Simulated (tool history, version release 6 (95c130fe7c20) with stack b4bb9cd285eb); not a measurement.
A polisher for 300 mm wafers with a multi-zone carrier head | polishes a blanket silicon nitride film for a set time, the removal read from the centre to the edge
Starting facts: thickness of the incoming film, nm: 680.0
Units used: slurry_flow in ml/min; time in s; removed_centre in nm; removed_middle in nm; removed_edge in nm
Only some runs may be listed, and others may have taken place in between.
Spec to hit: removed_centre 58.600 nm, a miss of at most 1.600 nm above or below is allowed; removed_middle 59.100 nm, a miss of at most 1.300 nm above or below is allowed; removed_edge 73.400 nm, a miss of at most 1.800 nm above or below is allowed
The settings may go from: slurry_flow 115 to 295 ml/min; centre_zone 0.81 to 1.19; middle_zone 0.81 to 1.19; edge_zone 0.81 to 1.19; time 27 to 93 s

run 1 hour=0.0 | slurry_flow=190 centre_zone=1.00 middle_zone=1.00 edge_zone=1.00 time=59 | removed_centre=109.940 removed_middle=108.450 removed_edge=106.710
run 2 hour=3.5 | slurry_flow=190 centre_zone=1.00 middle_zone=1.00 edge_zone=1.00 time=46 | removed_centre=86.623 removed_middle=83.782 removed_edge=83.289
run 3 hour=11.7 | slurry_flow=190 centre_zone=1.00 middle_zone=1.00 edge_zone=0.92 time=46 | removed_centre=87.529 removed_middle=85.109 removed_edge=80.657
run 4 hour=13.3 | slurry_flow=225 centre_zone=1.00 middle_zone=1.00 edge_zone=0.92 time=46 | removed_centre=88.060 removed_middle=85.870 removed_edge=79.547
run 5 hour=16.3 | slurry_flow=220 centre_zone=0.98 middle_zone=0.98 edge_zone=0.94 time=45 | removed_centre=83.610 removed_middle=82.096 removed_edge=80.835
run 6 hour=19.4 | slurry_flow=220 centre_zone=0.96 middle_zone=0.96 edge_zone=0.93 time=44 | removed_centre=80.472 removed_middle=79.539 removed_edge=77.732
run 7 hour=20.5 | slurry_flow=215 centre_zone=0.94 middle_zone=0.94 edge_zone=0.95 time=43 | removed_centre=77.319 removed_middle=76.226 removed_edge=75.886
run 8 hour=25.6 | slurry_flow=210 centre_zone=0.92 middle_zone=0.93 edge_zone=0.98 time=42 | removed_centre=72.739 removed_middle=73.297 removed_edge=75.426
run 9 hour=29.9 | slurry_flow=205 centre_zone=0.91 middle_zone=0.92 edge_zone=1.00 time=42 | removed_centre=71.476 removed_middle=72.151 removed_edge=75.439
run 10 hour=37.8 | slurry_flow=200 centre_zone=0.90 middle_zone=0.91 edge_zone=1.02 time=42 | removed_centre=71.461 removed_middle=71.572 removed_edge=76.623
run 11 hour=42.3 | slurry_flow=195 centre_zone=0.89 middle_zone=0.90 edge_zone=1.03 time=42 | removed_centre=71.969 removed_middle=70.826 removed_edge=77.619
run 12 hour=46.7 | slurry_flow=195 centre_zone=0.88 middle_zone=0.89 edge_zone=1.05 time=41 | removed_centre=68.836 removed_middle=68.169 removed_edge=76.295
run 13 hour=53.5 | slurry_flow=190 centre_zone=0.87 middle_zone=0.88 edge_zone=1.06 time=40 | removed_centre=64.758 removed_middle=66.107 removed_edge=74.136
run 14 hour=56.6 | slurry_flow=185 centre_zone=0.87 middle_zone=0.87 edge_zone=1.07 time=40 | removed_centre=64.811 removed_middle=64.970 removed_edge=74.450
run 15 hour=58.4 | slurry_flow=180 centre_zone=0.86 middle_zone=0.86 edge_zone=1.08 time=40 | removed_centre=64.535 removed_middle=64.449 removed_edge=74.857
run 16 hour=63.8 | slurry_flow=175 centre_zone=0.85 middle_zone=0.85 edge_zone=1.08 time=40 | removed_centre=62.891 removed_middle=64.227 removed_edge=73.740
run 17 hour=66.7 | slurry_flow=125 centre_zone=0.85 middle_zone=0.81 edge_zone=1.18 time=38 | removed_centre=58.239 removed_middle=56.280 removed_edge=73.257

Which single option among these 4 for the next run brings every result within its allowed miss of target? Just one does.
run A hour=69.6 | slurry_flow=120 centre_zone=0.88 middle_zone=0.89 edge_zone=1.11 time=37 | removed_centre=? removed_middle=? removed_edge=?
run B hour=69.6 | slurry_flow=120 centre_zone=0.84 middle_zone=0.82 edge_zone=1.15 time=42 | removed_centre=? removed_middle=? removed_edge=?
run C hour=69.6 | slurry_flow=135 centre_zone=0.85 middle_zone=0.85 edge_zone=1.19 time=38 | removed_centre=? removed_middle=? removed_edge=?
run D hour=69.6 | slurry_flow=115 centre_zone=0.86 middle_zone=0.81 edge_zone=1.15 time=38 | removed_centre=? removed_middle=? removed_edge=?

move=A removed_centre=57.855 removed_middle=58.823 removed_edge=68.716
move=B removed_centre=62.631 removed_middle=62.433 removed_edge=79.504
move=C removed_centre=58.078 removed_middle=58.810 removed_edge=73.777
move=D removed_centre=57.763 removed_middle=55.697 removed_edge=71.738
A: corrects the largest miss of the last run, while another result sits out of spec
B: takes the biggest miss from the last run beyond its target
C: meets every target
D: moves away from the targets compared with the last run
Correct choice: C, which meets every target
